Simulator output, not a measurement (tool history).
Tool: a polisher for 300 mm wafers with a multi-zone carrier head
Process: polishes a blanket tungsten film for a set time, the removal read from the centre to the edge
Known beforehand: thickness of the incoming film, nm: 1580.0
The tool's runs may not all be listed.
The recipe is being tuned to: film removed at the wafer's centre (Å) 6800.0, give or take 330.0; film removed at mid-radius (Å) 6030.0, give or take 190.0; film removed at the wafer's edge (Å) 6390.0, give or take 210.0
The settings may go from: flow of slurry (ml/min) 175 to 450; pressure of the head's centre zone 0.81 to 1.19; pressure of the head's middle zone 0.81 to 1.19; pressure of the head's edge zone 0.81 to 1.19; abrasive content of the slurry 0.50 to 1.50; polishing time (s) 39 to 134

run	hour	flow of slurry (ml/min)	pressure of the head's centre zone	pressure of the head's middle zone	pressure of the head's edge zone	abrasive content of the slurry	polishing time (s)	film removed at the wafer's centre (Å)	film removed at mid-radius (Å)	film removed at the wafer's edge (Å)
1	0.0	290	1.00	1.00	1.00	1.00	86	4783.5	4734.1	4680.9
2	6.4	290	1.00	1.00	1.00	1.00	104	5730.5	5669.0	5571.2
3	7.2	255	1.00	1.00	1.00	1.00	104	5617.1	5609.2	5536.7
4	11.1	255	1.00	1.00	1.00	0.80	104	5292.7	5130.0	5065.9
5	18.1	255	1.00	1.00	1.00	0.80	96	4868.9	4768.6	4778.0
6	26.7	255	1.00	1.00	1.00	0.65	96	4356.3	4321.5	4411.6
7	32.4	260	1.03	1.00	1.05	0.85	97	5238.9	4943.6	5066.3
8	38.1	280	1.08	1.01	1.15	1.10	100	6127.9	5579.0	5966.6
9	44.4	300	1.10	1.02	1.16	1.15	100	6212.0	5873.0	6218.5

Below are 4 possible settings for the next run. Only one of them brings all results inside the allowed miss of their targets. Which is it?
A	50.7	435	0.84	0.96	1.19	1.50	93	?	?	?
B	50.7	270	1.15	0.91	1.12	0.95	114	?	?	?
C	50.7	180	1.17	0.99	1.09	1.00	118	?	?	?
D	50.7	245	0.99	1.02	1.15	1.00	103	?	?	?

move	film removed at the wafer's centre (Å)	film removed at mid-radius (Å)	film removed at the wafer's edge (Å)
A	5590.0	5918.0	6582.2
B	6907.2	5684.0	6483.4
C	6874.7	6036.6	6426.0
D	5658.5	5688.5	5982.8
A: misses by more than the last run did
B: the furthest-off result lands on target, but another misses its tolerance
C: every result within its allowed miss
D: misses by more than the last run did
The right move is C.

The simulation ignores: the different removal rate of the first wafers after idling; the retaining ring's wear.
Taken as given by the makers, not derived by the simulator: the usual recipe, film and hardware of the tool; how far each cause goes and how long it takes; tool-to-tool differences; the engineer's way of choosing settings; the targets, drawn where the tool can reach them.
